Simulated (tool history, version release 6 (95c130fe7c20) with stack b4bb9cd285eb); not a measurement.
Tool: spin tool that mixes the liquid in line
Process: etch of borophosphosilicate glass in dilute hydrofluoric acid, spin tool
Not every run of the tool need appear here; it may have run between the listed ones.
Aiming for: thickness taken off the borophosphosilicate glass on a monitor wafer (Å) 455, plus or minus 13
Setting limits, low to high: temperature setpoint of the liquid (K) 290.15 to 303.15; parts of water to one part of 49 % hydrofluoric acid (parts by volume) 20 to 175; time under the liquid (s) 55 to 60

| run | hour | temperature setpoint of the liquid (K) | parts of water to one part of 49 % hydrofluoric acid (parts by volume) | time under the liquid (s) | thickness taken off the borophosphosilicate glass on a monitor wafer (Å) |
|---|---|---|---|---|---|
| 1 | 0 | 295.15 | 95 | 55 | 248.43 |
| 2 | 5.7 | 296.15 | 90 | 55 | 276.1 |
| 3 | 13.1 | 296.15 | 110 | 55 | 218.07 |
| 4 | 16.1 | 296.65 | 105 | 55 | 235.81 |
| 5 | 18.3 | 294.15 | 105 | 55 | 214.81 |
| 6 | 21.3 | 294.15 | 105 | 60 | 232.65 |
| 7 | 24.1 | 295.15 | 105 | 60 | 243.93 |
| 8 | 27.6 | 296.15 | 100 | 60 | 266.76 |
| 9 | 31.8 | 296.65 | 95 | 60 | 287.63 |
| 10 | 36 | 297.15 | 90 | 60 | 311.69 |

Pick the move, out of 5, that brings all results within their allowed miss; only one does.
| A | 40.2 | 295.65 | 65 | 60 | ? |
| B | 40.2 | 291.65 | 55 | 60 | ? |
| C | 40.2 | 299.65 | 70 | 60 | ? |
| D | 40.2 | 298.15 | 70 | 60 | ? |
| E | 40.2 | 299.15 | 65 | 60 | ? |

| move | thickness taken off the borophosphosilicate glass on a monitor wafer (Å) |
|---|---|
| A | 416.73 |
| B | 421.36 |
| C | 451.92 |
| D | 425.65 |
| E | 480.35 |
A: better than the last run, though not everything is in spec
B: better than the last run, though not everything is in spec
C: in spec on every target
D: better than the last run, though not everything is in spec
E: pushes the last run's worst result past its target
The move that meets every target is C.

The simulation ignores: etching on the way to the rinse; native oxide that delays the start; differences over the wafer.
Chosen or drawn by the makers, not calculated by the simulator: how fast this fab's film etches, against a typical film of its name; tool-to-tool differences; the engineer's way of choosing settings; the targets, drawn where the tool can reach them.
